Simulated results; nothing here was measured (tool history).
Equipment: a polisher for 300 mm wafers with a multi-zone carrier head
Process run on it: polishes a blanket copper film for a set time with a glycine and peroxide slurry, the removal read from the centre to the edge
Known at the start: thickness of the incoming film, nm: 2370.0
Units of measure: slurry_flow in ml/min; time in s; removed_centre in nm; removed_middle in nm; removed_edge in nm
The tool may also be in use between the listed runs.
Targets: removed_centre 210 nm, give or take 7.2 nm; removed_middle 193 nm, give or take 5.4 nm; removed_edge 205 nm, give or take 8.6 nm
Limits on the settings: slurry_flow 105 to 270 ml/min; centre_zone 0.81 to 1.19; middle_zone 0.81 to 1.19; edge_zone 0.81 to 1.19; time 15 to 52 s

run,hour,slurry_flow,centre_zone,middle_zone,edge_zone,time,removed_centre,removed_middle,removed_edge
1,0,175,1,1,1,33,138.99,134.71,136.82
2,4.3,180,1.01,1.01,1.02,34,143.93,140.29,141.74
3,8.4,160,1.01,1.01,1.02,34,137.76,137.47,138.93
4,9,160,1.01,1.01,1.02,37,151.63,152.42,154.13
5,18,160,1.01,1.01,1.02,42,172.04,171.09,176.63
6,24.6,170,1.02,1.01,1.03,42,175.74,171.19,175.7
7,27.2,175,1.02,1.01,1.04,43,180.33,180.07,181.24
8,30.5,175,1.03,1,1.05,44,184.1,181.92,189.25
9,32.8,180,1.04,1,1.05,44,192.15,182.29,186.65
10,34.3,185,1.04,1,1.06,44,190.22,182.86,187.05
11,36.6,185,1.04,0.99,1.06,44,188.19,181.89,187.29

Pick the move, out of 5, that brings all results within their allowed miss; only one does.
A,38.9,185,1.05,0.96,1.02,48,?,?,?
B,38.9,155,0.99,0.84,1.09,50,?,?,?
C,38.9,215,1.16,1.07,0.99,39,?,?,?
D,38.9,145,0.9,1.01,1.04,46,?,?,?
E,38.9,185,1.01,0.99,1.14,41,?,?,?

move,removed_centre,removed_middle,removed_edge
A,210.87,190.75,202.64
B,202.79,172.52,212.36
C,189.82,173.61,165.17
D,171.44,182.74,189.47
E,174.9,167.21,181.06
A: meets every target
B: the biggest miss grows against the last run
C: the biggest miss grows against the last run
D: the biggest miss grows against the last run
E: the biggest miss grows against the last run
Go with A: it meets all targets.
